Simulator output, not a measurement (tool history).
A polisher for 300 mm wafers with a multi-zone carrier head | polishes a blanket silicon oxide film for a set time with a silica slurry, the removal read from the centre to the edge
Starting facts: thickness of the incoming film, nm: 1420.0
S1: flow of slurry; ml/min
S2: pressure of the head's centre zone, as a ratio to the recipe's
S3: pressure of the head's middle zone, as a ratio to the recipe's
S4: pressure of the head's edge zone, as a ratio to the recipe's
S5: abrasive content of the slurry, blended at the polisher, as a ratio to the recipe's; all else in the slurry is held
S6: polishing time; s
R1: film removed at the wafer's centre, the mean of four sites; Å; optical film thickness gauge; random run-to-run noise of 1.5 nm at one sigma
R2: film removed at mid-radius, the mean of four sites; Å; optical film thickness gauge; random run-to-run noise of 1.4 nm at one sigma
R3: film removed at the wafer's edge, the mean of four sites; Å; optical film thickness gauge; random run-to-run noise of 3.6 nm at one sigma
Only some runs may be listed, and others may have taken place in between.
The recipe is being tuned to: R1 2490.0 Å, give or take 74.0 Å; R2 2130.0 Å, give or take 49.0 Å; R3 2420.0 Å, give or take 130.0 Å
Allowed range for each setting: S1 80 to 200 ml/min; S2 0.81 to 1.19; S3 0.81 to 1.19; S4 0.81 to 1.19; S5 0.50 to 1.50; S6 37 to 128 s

run 1 hour=0.0 | S1=130 S2=1.00 S3=1.00 S4=1.00 S5=1.00 S6=82 | R1=3917.1 R2=3877.8 R3=4127.7
run 2 hour=8.7 | S1=130 S2=1.00 S3=1.00 S4=0.92 S5=1.00 S6=82 | R1=3901.1 R2=3851.1 R3=3873.0
run 3 hour=10.9 | S1=100 S2=1.00 S3=1.00 S4=0.92 S5=1.00 S6=82 | R1=3597.8 R2=3570.3 R3=3725.3
run 4 hour=19.8 | S1=100 S2=1.05 S3=1.00 S4=0.92 S5=1.00 S6=82 | R1=3769.7 R2=3559.6 R3=3681.9
run 5 hour=23.6 | S1=95 S2=1.04 S3=0.96 S4=0.90 S5=0.85 S6=79 | R1=3295.2 R2=3041.1 R3=3326.7
run 6 hour=26.6 | S1=95 S2=1.05 S3=0.95 S4=0.88 S5=0.75 S6=76 | R1=2999.5 R2=2774.6 R3=2951.8
run 7 hour=32.5 | S1=95 S2=1.05 S3=0.92 S4=0.87 S5=0.70 S6=75 | R1=2847.3 R2=2591.7 R3=2767.2
run 8 hour=33.8 | S1=90 S2=1.05 S3=0.89 S4=0.86 S5=0.65 S6=75 | R1=2667.2 R2=2405.1 R3=2583.2
run 9 hour=36.4 | S1=80 S2=1.05 S3=0.81 S4=0.87 S5=0.60 S6=75 | R1=2431.1 R2=2048.6 R3=2402.8

Which one of the following 4 next-run settings gets every result inside its allowed miss? There is exactly one.
run A hour=39.0 | S1=85 S2=1.11 S3=0.82 S4=0.92 S5=0.70 S6=63 | R1=? R2=? R3=?
run B hour=39.0 | S1=85 S2=1.08 S3=0.83 S4=0.90 S5=0.50 S6=78 | R1=? R2=? R3=?
run C hour=39.0 | S1=90 S2=1.06 S3=0.86 S4=0.86 S5=0.55 S6=74 | R1=? R2=? R3=?
run D hour=39.0 | S1=95 S2=1.15 S3=0.81 S4=0.85 S5=0.55 S6=70 | R1=? R2=? R3=?

move=A R1=2422.5 R2=1940.2 R3=2314.6
move=B R1=2446.6 R2=2030.5 R3=2381.9
move=C R1=2461.5 R2=2123.1 R3=2371.2
move=D R1=2584.7 R2=1968.5 R3=2263.4
A: its largest miss is bigger than the last run's
B: its largest miss is bigger than the last run's
C: each result inside its tolerance
D: its largest miss is bigger than the last run's
The move that meets every target is C.
